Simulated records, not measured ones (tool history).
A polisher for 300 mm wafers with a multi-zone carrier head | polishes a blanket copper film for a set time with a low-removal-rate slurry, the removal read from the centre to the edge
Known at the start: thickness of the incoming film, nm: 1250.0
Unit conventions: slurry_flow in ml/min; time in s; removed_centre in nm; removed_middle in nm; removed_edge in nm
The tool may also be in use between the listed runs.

run	hour	slurry_flow	centre_zone	middle_zone	edge_zone	slurry_solids	time	removed_centre	removed_middle	removed_edge
1	0	150	1	1	1	1	90	241.63	246.77	250.18
2	8.3	150	1	1	1	1.1	90	247.14	251.94	255.13
3	11.4	180	1	1	1	1.1	90	253.42	261.23	262.84
4	18.2	155	1	1	1	1.1	90	245.4	249.31	254.44
5	19.6	150	0.99	0.99	0.98	1.05	90	243.2	243.18	247.76
6	25.4	150	0.99	0.99	1.01	1.05	90	242.05	241.8	258.73
7	29.3	145	0.98	0.99	0.99	1	90	237.12	245.08	251.87
8	36	140	0.97	0.98	0.98	0.95	89	229.91	235.24	243.58

Forecast run 9:
9	41.5	135	0.96	0.98	0.97	0.9	89	?	?	?

removed_centre: 221.1 nm
removed_middle: 235.26 nm
removed_edge: 240.47 nm
